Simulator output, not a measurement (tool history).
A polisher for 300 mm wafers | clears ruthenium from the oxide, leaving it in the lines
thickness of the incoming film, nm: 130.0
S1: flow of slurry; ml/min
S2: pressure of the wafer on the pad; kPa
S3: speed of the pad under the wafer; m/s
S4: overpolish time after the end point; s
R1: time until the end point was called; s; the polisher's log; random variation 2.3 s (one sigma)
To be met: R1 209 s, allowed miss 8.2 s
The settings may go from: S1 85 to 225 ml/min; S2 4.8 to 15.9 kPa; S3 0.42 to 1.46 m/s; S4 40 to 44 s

Run 1, hour 0: S1 145 ml/min, S2 10.3 kPa, S3 0.94 m/s, S4 40 s. Result: R1 155.34 s.
Run 2, hour 4.8: S1 145 ml/min, S2 10.3 kPa, S3 1.06 m/s, S4 40 s. Result: R1 139.87 s.
Run 3, hour 11.1: S1 120 ml/min, S2 10.3 kPa, S3 1.06 m/s, S4 40 s. Result: R1 147.28 s.
Run 4, hour 17.3: S1 120 ml/min, S2 10.3 kPa, S3 1.06 m/s, S4 44 s. Result: R1 144.81 s.
Run 5, hour 23.3: S1 120 ml/min, S2 10.3 kPa, S3 0.96 m/s, S4 44 s. Result: R1 158.12 s.
Run 6, hour 29: S1 90 ml/min, S2 10.3 kPa, S3 0.96 m/s, S4 44 s. Result: R1 168.6 s.
Run 7, hour 34.1: S1 90 ml/min, S2 9.7 kPa, S3 0.96 m/s, S4 44 s. Result: R1 177.72 s.
Run 8, hour 36.8: S1 90 ml/min, S2 9 kPa, S3 0.96 m/s, S4 44 s. Result: R1 192.47 s.

4 next moves are on the table. One of them brings every result within its allowed miss. Which?
Run A, hour 39.5: S1 85 ml/min, S2 11.7 kPa, S3 0.74 m/s, S4 40 s. Result: R1 ?.
Run B, hour 39.5: S1 85 ml/min, S2 11 kPa, S3 0.62 m/s, S4 40 s. Result: R1 ?.
Run C, hour 39.5: S1 125 ml/min, S2 9 kPa, S3 0.88 m/s, S4 43 s. Result: R1 ?.
Run D, hour 39.5: S1 90 ml/min, S2 9 kPa, S3 0.88 m/s, S4 40 s. Result: R1 ?.

move      R1
   A  185.81
   B  225.39
   C  195.46
   D  207.77
A: further off than the last run
B: takes the result that was furthest off past its target
C: nearer than the last run, and not there yet
D: meets every target
Answer: D

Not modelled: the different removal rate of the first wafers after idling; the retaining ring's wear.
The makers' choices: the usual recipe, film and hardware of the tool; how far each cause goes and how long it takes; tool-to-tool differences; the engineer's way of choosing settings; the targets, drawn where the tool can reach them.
